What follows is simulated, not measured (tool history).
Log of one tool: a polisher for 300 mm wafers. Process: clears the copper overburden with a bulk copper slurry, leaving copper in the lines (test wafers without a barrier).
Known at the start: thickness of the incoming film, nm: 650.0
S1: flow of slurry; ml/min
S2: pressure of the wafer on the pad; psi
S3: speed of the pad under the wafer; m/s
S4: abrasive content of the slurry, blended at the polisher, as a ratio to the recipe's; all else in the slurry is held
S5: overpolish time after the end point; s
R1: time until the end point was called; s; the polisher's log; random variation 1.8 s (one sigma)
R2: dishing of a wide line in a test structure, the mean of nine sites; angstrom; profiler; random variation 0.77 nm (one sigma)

Run 1, hour 0: S1 275 ml/min, S2 3.1 psi, S3 1.08 m/s, S4 1, S5 13 s. Result: R1 51.813 s, R2 912.67 angstrom.
Run 2, hour 3.4: S1 275 ml/min, S2 3.1 psi, S3 1.08 m/s, S4 1, S5 9 s. Result: R1 51.312 s, R2 684.54 angstrom.
Run 3, hour 9.2: S1 275 ml/min, S2 2.6 psi, S3 1.08 m/s, S4 1, S5 9 s. Result: R1 60.053 s, R2 610.64 angstrom.
Run 4, hour 12.2: S1 275 ml/min, S2 2.9 psi, S3 1.08 m/s, S4 1, S5 9 s. Result: R1 55.763 s, R2 677.23 angstrom.
Run 5, hour 13.2: S1 275 ml/min, S2 2.7 psi, S3 1.02 m/s, S4 1, S5 10 s. Result: R1 60.423 s, R2 631.39 angstrom.
Run 6, hour 18.6: S1 275 ml/min, S2 2.7 psi, S3 1.02 m/s, S4 1, S5 6 s. Result: R1 61.102 s, R2 423.26 angstrom.
Run 7, hour 27.6: S1 270 ml/min, S2 2.5 psi, S3 0.96 m/s, S4 0.95, S5 7 s. Result: R1 69.925 s, R2 439.62 angstrom.
At hour 29.1: head pressure recalibrated.
Run 8, hour 29.1: S1 265 ml/min, S2 2.4 psi, S3 0.92 m/s, S4 0.9, S5 8 s. Result: R1 81.414 s, R2 432.46 angstrom.
Run 9, hour 30.7: S1 265 ml/min, S2 2.4 psi, S3 0.92 m/s, S4 0.9, S5 8 s. Result: R1 79.957 s, R2 438.95 angstrom.
Run 10, hour 39.3: S1 260 ml/min, S2 2.3 psi, S3 0.9 m/s, S4 0.9, S5 9 s. Result: R1 83.794 s, R2 453.1 angstrom.
Run 11, hour 40.3: S1 255 ml/min, S2 2.2 psi, S3 0.88 m/s, S4 0.9, S5 10 s. Result: R1 92.289 s, R2 465.31 angstrom.
Run 12, hour 42: S1 250 ml/min, S2 2.1 psi, S3 0.88 m/s, S4 0.9, S5 10 s. Result: R1 95.92 s, R2 430.76 angstrom.

Forecast run 13:
Run 13, hour 48.8: S1 240 ml/min, S2 2 psi, S3 0.88 m/s, S4 0.9, S5 11 s. Result: R1 ?, R2 ?.

Run 13 gave R1 98.618 s, R2 470.86 angstrom.
